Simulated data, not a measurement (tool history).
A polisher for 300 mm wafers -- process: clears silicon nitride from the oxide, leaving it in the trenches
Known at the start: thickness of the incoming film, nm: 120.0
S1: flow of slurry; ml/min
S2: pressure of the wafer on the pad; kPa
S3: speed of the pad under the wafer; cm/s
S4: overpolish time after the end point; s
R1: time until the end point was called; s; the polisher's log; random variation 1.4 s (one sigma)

run	day	S1	S2	S3	S4	R1
1	0	265	22.8	100	38	98.563
2	0.092	265	22.8	74	38	118.11
3	0.412	265	24.8	76	38	112.48
4	0.583	265	26.9	80	38	97.317
5	0.712	265	30.3	80	38	90.823
6	0.758	265	26.2	80	38	99.283
7	0.929	265	27.6	82	38	94.062

Expected results for the next run?
8	0.962	265	29	84	38	?

Run 8 measured R1 87.833 s.
